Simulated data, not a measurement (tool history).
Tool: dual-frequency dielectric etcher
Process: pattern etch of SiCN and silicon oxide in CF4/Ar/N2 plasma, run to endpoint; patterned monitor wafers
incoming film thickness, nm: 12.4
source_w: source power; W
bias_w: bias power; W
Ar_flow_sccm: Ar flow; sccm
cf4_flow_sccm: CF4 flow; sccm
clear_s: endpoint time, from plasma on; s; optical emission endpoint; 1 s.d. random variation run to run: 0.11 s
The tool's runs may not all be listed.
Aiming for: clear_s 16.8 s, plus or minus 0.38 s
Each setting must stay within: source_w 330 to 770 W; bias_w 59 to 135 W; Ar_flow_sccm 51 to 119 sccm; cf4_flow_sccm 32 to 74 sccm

run	hour	source_w	bias_w	Ar_flow_sccm	cf4_flow_sccm	clear_s
1	0	550	97	85	53	12.596
2	1.7	550	97	77	53	12.436
3	3.7	550	97	72	53	12.356
4	7.3	490	96	72	53	13.557
5	10.1	440	95	72	53	14.919
6	13.7	420	95	72	53	15.54
7	18.2	410	95	72	53	15.64
8	21.4	400	95	72	53	16.069
9	28.4	390	95	72	53	16.263

Consider the 4 candidate settings below. Which is the only one whose results all fall within their allowed miss of target?
A	35.4	450	82	88	53	?
B	35.4	400	89	72	55	?
C	35.4	430	97	70	51	?
D	35.4	400	85	77	48	?

move	clear_s
A	15.456
B	16.121
C	15.074
D	16.823
A: further off than the last run
B: further off than the last run
C: further off than the last run
D: in spec on every target
Correct choice: D, which meets every target

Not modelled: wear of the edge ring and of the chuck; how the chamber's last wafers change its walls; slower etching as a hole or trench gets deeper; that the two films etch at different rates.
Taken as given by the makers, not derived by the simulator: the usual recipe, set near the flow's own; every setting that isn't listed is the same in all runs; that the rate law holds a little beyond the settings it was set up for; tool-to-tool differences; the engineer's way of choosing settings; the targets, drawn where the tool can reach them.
